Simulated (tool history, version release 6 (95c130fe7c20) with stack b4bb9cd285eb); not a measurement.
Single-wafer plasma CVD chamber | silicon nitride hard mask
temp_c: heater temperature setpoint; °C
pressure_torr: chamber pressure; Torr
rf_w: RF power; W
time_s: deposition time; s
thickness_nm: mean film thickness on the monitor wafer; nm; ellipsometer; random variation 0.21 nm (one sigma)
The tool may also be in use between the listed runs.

run,hour,temp_c,pressure_torr,rf_w,time_s,thickness_nm
1,0.0,380,1.87,400,69.0,108.800
2,2.7,380,1.87,400,69.0,108.640
3,7.2,380,1.82,395,69.0,106.800
4,15.6,380,1.77,390,69.0,104.580
5,21.8,380,1.77,390,71.3,108.250
6,26.4,380,1.99,390,71.3,112.090
7,31.3,380,1.94,385,71.2,110.000
8,37.8,380,1.89,380,71.1,107.380
9,40.2,380,1.84,375,71.1,105.570
10,43.0,380,1.79,370,71.1,103.120
11,43.6,380,1.74,370,71.1,102.000
12,49.5,380,1.70,370,71.1,101.600
13,54.3,380,1.66,370,71.1,100.110
14,57.9,380,1.63,370,71.1,100.230
15,64.2,380,1.59,370,71.1,99.036
16,65.7,380,1.22,350,70.9,85.254

Run 17 comes next. What will it give?
17,67.8,380,1.24,350,70.9,?

Run 17 gave thickness_nm 85.548 nm.
